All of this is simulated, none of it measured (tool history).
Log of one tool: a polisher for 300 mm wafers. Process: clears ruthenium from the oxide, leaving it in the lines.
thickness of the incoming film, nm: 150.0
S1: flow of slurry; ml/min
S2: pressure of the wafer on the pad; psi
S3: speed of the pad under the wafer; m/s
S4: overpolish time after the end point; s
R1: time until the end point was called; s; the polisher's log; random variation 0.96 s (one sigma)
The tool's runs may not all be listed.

Run 1, hour 0.0: S1 305 ml/min, S2 2.7 psi, S3 1.02 m/s, S4 4 s. Result: R1 103.600 s.
Run 2, hour 7.3: S1 305 ml/min, S2 3.1 psi, S3 1.02 m/s, S4 4 s. Result: R1 87.176 s.
Run 3, hour 16.3: S1 305 ml/min, S2 3.2 psi, S3 1.02 m/s, S4 4 s. Result: R1 87.079 s.
Run 4, hour 24.0: S1 305 ml/min, S2 3.2 psi, S3 0.78 m/s, S4 4 s. Result: R1 110.940 s.
Run 5, hour 27.7: S1 305 ml/min, S2 3.2 psi, S3 0.78 m/s, S4 4 s. Result: R1 109.890 s.
Run 6, hour 35.6: S1 305 ml/min, S2 3.4 psi, S3 0.78 m/s, S4 4 s. Result: R1 104.910 s.
Run 7, hour 42.6: S1 305 ml/min, S2 3.5 psi, S3 0.80 m/s, S4 4 s. Result: R1 97.555 s.

The next listed run, before its measurement:
At hour 51.4: worn pad replaced by a new one.
Run 8, hour 51.4: S1 305 ml/min, S2 3.6 psi, S3 0.80 m/s, S4 4 s. Result: R1 ?.

{"run 8": {"R1": 88.114}}
